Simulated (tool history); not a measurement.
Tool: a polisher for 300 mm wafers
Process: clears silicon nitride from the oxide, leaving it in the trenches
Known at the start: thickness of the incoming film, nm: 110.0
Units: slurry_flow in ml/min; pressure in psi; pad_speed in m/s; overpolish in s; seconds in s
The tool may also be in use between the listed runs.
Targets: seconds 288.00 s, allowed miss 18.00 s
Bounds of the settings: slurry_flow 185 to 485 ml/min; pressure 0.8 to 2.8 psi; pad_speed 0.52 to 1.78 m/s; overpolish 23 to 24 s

run,hour,slurry_flow,pressure,pad_speed,overpolish,seconds
1,0.0,310,1.8,1.14,23,133.38
2,1.9,310,1.6,1.08,23,156.84
3,6.6,310,1.4,1.02,23,196.68
4,10.6,310,1.7,1.02,23,159.80
5,12.5,310,1.5,1.00,23,184.59
6,17.4,310,1.5,1.00,23,179.65
7,18.4,310,1.4,0.98,23,201.67
8,24.6,310,1.3,0.98,23,224.51
9,29.1,310,1.2,0.98,23,235.07
# hour 34.1: head pressure recalibrated
10,34.1,310,1.1,0.98,23,258.99

4 next moves are on the table. One of them brings every result within its allowed miss. Which?
A,39.1,315,0.9,0.94,23,?
B,39.1,320,1.2,0.80,23,?
C,39.1,345,0.9,0.92,24,?
D,39.1,300,1.3,0.94,24,?

move,seconds
A,337.63
B,299.63
C,342.13
D,239.03
A: takes the result that was furthest off past its target
B: meets every target
C: takes the result that was furthest off past its target
D: further off than the last run
The right move is B.
